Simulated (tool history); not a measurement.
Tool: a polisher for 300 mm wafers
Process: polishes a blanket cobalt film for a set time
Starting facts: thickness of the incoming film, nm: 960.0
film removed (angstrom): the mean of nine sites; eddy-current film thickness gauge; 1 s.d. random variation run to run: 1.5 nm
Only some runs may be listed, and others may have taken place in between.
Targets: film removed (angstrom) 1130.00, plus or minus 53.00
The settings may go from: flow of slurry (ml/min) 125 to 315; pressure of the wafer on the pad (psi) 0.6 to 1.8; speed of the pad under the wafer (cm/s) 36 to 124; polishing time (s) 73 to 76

| run | day | flow of slurry (ml/min) | pressure of the wafer on the pad (psi) | speed of the pad under the wafer (cm/s) | polishing time (s) | film removed (angstrom) |
|---|---|---|---|---|---|---|
| 1 | 0.000 | 205 | 1.2 | 80 | 73 | 1580.50 |
| 2 | 0.075 | 205 | 1.1 | 80 | 73 | 1469.90 |
| 3 | 0.125 | 205 | 1.0 | 80 | 73 | 1310.20 |
| 4 | 0.400 | 205 | 0.9 | 80 | 73 | 1201.20 |
| 5 | 0.729 | 205 | 1.0 | 80 | 73 | 1302.90 |
| 6 | 1.029 | 205 | 0.9 | 80 | 73 | 1214.60 |
| 7 | 1.121 | 205 | 0.8 | 80 | 73 | 1047.70 |
| 8 | 1.238 | 205 | 0.9 | 80 | 73 | 1189.20 |

Which single option among these 4 for the next run brings every result within its allowed miss of target? Just one does.
| A | 1.354 | 190 | 1.0 | 70 | 73 | ? |
| B | 1.354 | 185 | 0.7 | 90 | 73 | ? |
| C | 1.354 | 205 | 0.9 | 64 | 75 | ? |
| D | 1.354 | 205 | 0.8 | 74 | 73 | ? |

| move | film removed (angstrom) |
|---|---|
| A | 1145.60 |
| B | 1034.60 |
| C | 986.56 |
| D | 986.82 |
A: in spec on every target
B: takes the result that was furthest off past its target
C: takes the result that was furthest off past its target
D: takes the result that was furthest off past its target
Answer: A
